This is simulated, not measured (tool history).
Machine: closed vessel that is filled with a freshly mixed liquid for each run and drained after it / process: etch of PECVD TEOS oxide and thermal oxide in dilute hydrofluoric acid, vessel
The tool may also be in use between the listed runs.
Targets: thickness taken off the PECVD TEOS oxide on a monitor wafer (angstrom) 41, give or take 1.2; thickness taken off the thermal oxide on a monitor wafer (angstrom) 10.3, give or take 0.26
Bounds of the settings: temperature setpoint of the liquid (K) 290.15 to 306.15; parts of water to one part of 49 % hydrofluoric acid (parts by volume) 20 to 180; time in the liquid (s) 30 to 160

run	day	temperature setpoint of the liquid (K)	parts of water to one part of 49 % hydrofluoric acid (parts by volume)	time in the liquid (s)	thickness taken off the PECVD TEOS oxide on a monitor wafer (angstrom)	thickness taken off the thermal oxide on a monitor wafer (angstrom)
1	0	298.15	100	80	163.49	41.565
2	0.254	298.15	70	80	242.97	62.079
3	0.488	298.15	55	80	313.88	79.609
4	0.708	298.15	70	80	243.08	61.731
5	0.775	296.15	100	80	151.05	37.999
6	1.083	296.15	125	80	118.54	29.921
7	1.329	294.65	140	75	91.705	22.734
8	1.662	294.15	150	70	76.833	19.699
9	2.025	293.15	180	40	34.346	8.739
10	2.3	294.65	180	40	36.226	9.1356
11	2.529	295.65	180	40	37.222	9.5369

Exactly one of the 4 candidate moves below puts every result within its allowed miss. Which one?
A	2.758	299.65	180	35	?	?
B	2.758	303.15	180	35	?	?
C	2.758	290.15	115	35	?	?
D	2.758	298.65	145	30	?	?

move	thickness taken off the PECVD TEOS oxide on a monitor wafer (angstrom)	thickness taken off the thermal oxide on a monitor wafer (angstrom)
A	37.673	9.7284
B	42.698	11.026
C	43.63	11.267
D	40.25	10.394
A: closes in on the targets versus the last run, not all within tolerance yet
B: moves the result that the last run missed by most past its target, out the other side
C: moves the result that the last run missed by most past its target, out the other side
D: meets every target
Move D is the one to make.
